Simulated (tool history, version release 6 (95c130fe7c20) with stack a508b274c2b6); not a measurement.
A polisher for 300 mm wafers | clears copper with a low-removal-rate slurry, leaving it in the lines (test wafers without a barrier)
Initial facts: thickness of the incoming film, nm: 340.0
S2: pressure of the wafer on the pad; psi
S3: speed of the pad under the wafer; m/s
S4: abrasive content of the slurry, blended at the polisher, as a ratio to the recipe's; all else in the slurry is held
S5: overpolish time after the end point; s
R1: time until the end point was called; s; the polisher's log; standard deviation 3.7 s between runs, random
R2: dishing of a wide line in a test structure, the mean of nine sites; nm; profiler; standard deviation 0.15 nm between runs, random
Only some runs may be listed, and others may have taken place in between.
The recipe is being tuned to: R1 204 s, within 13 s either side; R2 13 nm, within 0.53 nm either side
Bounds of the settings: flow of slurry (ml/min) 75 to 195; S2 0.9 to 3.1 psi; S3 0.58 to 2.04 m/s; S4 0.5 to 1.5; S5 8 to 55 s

{"run": 1, "day": 0.0, "flow of slurry (ml/min)": 125, "S2": 2, "S3": 1.3, "S4": 1, "S5": 28, "R1": 129.2, "R2": 43.311}
{"run": 2, "day": 0.046, "flow of slurry (ml/min)": 130, "S2": 1.6, "S3": 1.2, "S4": 1, "S5": 22, "R1": 160.58, "R2": 30.621}
{"run": 3, "day": 0.25, "flow of slurry (ml/min)": 130, "S2": 1.6, "S3": 1.02, "S4": 1, "S5": 22, "R1": 196.45, "R2": 26.402}
{"run": 4, "day": 0.425, "flow of slurry (ml/min)": 150, "S2": 1.4, "S3": 0.96, "S4": 1.15, "S5": 17, "R1": 222.2, "R2": 19.581}
{"run": 5, "day": 0.558, "flow of slurry (ml/min)": 150, "S2": 1, "S3": 0.96, "S4": 1.15, "S5": 17, "R1": 307.22, "R2": 14.179}
{"run": 6, "day": 0.858, "flow of slurry (ml/min)": 165, "S2": 1, "S3": 1.08, "S4": 1.25, "S5": 14, "R1": 266.19, "R2": 13.795}
{"run": 7, "day": 0.929, "flow of slurry (ml/min)": 175, "S2": 1, "S3": 1.12, "S4": 1.35, "S5": 12, "R1": 248.48, "R2": 13.063}
{"run": 8, "day": 0.95, "flow of slurry (ml/min)": 190, "S2": 1.3, "S3": 1.16, "S4": 1.45, "S5": 8, "R1": 174.95, "R2": 12.029}
{"run": 9, "day": 1.221, "flow of slurry (ml/min)": 180, "S2": 1.3, "S3": 1.16, "S4": 1.4, "S5": 8, "R1": 181.17, "R2": 11.8}
{"run": 10, "day": 1.4, "flow of slurry (ml/min)": 175, "S2": 1.3, "S3": 1.16, "S4": 1.35, "S5": 8, "R1": 188, "R2": 11.682}

Consider the 4 candidate settings below. Which is the only one whose results all fall within their allowed miss of target?
{"run": "A", "day": 1.579, "flow of slurry (ml/min)": 140, "S2": 1.1, "S3": 1.34, "S4": 1.1, "S5": 10, "R1": "?", "R2": "?"}
{"run": "B", "day": 1.579, "flow of slurry (ml/min)": 150, "S2": 1.3, "S3": 0.96, "S4": 1, "S5": 12, "R1": "?", "R2": "?"}
{"run": "C", "day": 1.579, "flow of slurry (ml/min)": 195, "S2": 1.4, "S3": 0.9, "S4": 1.4, "S5": 8, "R1": "?", "R2": "?"}
{"run": "D", "day": 1.579, "flow of slurry (ml/min)": 170, "S2": 1, "S3": 1.22, "S4": 1.4, "S5": 8, "R1": "?", "R2": "?"}

move=A R1=214.57 R2=12.829
move=B R1=255.4 R2=12.978
move=C R1=222.92 R2=10.17
move=D R1=233.7 R2=9.6744
A: all results in spec
B: corrects the largest miss of the last run, while another result sits out of spec
C: further off than the last run
D: further off than the last run
The right move is A.
